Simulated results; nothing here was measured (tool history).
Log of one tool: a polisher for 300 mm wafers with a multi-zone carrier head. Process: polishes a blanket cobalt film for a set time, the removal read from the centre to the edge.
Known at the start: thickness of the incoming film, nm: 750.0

run  hour  flow of slurry (ml/min)  pressure of the head's centre zone  pressure of the head's middle zone  pressure of the head's edge zone  polishing time (s)  film removed at the wafer's centre (Å)  film removed at mid-radius (Å)  film removed at the wafer's edge (Å)
  1     0                      155                                   1                                   1                                 1                  63                                  2596.3                          2701.2                                2597.8
  2   4.1                      155                                1.06                                   1                                 1                  63                                  2763.9                          2645.9                                  2691
  3  12.2                      150                                1.03                                0.99                              0.98                  61                                  2544.5                          2507.6                                2513.9
  4  19.4                      150                                1.01                                0.98                              0.96                  59                                  2421.3                          2446.5                                  2487
  5  23.7                      150                                1.01                                   1                              0.96                  56                                  2390.4                          2364.2                                2296.8
  6  31.7                      150                                1.01                                   1                              0.96                  47                                  1951.1                          2017.7                                1906.5
  7  39.5                      145                                   1                                   1                              0.96                  47                                  1923.5                          1977.4                                1920.9
  8  41.4                      145                                0.99                                1.01                              0.96                  47                                  1957.6                          1969.8                                1966.4
  9  46.2                      155                                0.98                                   1                              0.96                  46                                  1874.8                          1919.1                                1842.2

Forecast run 10:
 10  47.9                      155                                0.97                                1.01                              0.96                  46                                       ?                               ?                                     ?

Run 10 gave film removed at the wafer's centre (Å) 1885.2, film removed at mid-radius (Å) 1988, film removed at the wafer's edge (Å) 1909.4.
